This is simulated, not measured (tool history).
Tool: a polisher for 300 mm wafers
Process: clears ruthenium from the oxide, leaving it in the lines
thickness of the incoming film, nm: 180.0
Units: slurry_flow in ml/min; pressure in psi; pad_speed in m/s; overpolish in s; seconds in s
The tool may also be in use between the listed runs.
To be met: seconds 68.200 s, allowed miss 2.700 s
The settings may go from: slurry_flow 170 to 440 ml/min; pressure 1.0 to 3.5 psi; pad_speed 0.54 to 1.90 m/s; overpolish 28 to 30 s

run	hour	slurry_flow	pressure	pad_speed	overpolish	seconds
1	0.0	280	2.2	1.22	28	126.720
2	0.5	280	2.2	1.22	28	127.490
3	4.2	280	2.6	1.24	28	106.780
4	11.4	280	2.9	1.28	28	92.425
5	18.9	280	2.6	1.28	28	102.890
6	24.1	280	2.6	1.10	28	120.430
7	32.1	280	2.9	1.18	28	99.489
8	39.6	280	3.1	1.22	28	89.734
9	43.5	280	3.2	1.26	28	85.229
10	51.5	280	3.3	1.30	28	80.725
11	58.0	280	3.4	1.34	28	73.932
12	65.2	280	3.4	1.36	28	75.188
13	67.4	280	3.4	1.38	28	72.995
14	70.5	280	3.4	1.40	28	73.074
15	75.1	280	3.4	1.42	28	71.687

Which of these 4 next moves meets every target?
A	79.7	320	3.4	1.36	30	?
B	79.7	290	3.1	1.46	28	?
C	79.7	275	3.3	1.52	28	?
D	79.7	250	3.5	1.34	28	?

move	seconds
A	74.072
B	76.298
C	69.330
D	74.665
A: further off than the last run
B: further off than the last run
C: meets every target
D: further off than the last run
The right move is C.
